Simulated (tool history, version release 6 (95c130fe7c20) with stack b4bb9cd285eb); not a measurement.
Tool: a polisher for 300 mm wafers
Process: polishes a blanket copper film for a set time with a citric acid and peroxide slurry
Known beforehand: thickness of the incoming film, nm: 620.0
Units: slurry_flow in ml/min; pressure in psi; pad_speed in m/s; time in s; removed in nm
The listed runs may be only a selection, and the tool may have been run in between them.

run	day	slurry_flow	pressure	pad_speed	slurry_solids	time	removed
1	0.000	160	2.1	1.08	1.0	33	43.776
2	0.317	125	2.1	1.08	1.0	33	42.991
3	0.667	125	1.9	1.08	1.0	33	40.938
4	0.804	125	1.8	1.06	1.0	33	38.215
5	0.983	125	1.7	1.06	1.0	33	36.794
# day 1.283: slurry blender recalibrated
6	1.283	125	1.6	1.06	1.0	33	38.001
7	1.646	125	1.5	1.02	1.0	33	34.788

Forecast run 8:
8	1.688	125	1.5	1.02	1.0	33	?

Run 8 gave removed 35.207 nm.
